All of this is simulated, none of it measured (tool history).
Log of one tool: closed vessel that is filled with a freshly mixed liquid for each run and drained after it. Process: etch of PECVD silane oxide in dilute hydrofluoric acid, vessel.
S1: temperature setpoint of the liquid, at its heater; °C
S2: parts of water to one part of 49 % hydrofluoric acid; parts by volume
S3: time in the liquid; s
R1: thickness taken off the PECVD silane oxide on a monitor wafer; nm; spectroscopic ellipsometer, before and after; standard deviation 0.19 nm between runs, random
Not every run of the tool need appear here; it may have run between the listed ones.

run	hour	S1	S2	S3	R1
1	0	24	175	85	20.615
2	8.1	25.5	165	85	23.436
3	16.7	24	165	85	22.3
4	19.8	20.5	165	85	19.574
5	22.9	20.5	195	85	15.841
6	28.8	20.5	195	85	15.959
7	34.4	22.5	180	85	19.138
8	35	22.5	180	85	18.993
9	40.9	24.5	165	85	22.777
10	45.7	26	155	85	25.674

What will run 11 give?
11	52.1	27	145	85	?

Run 11 produced R1 29.062 nm.
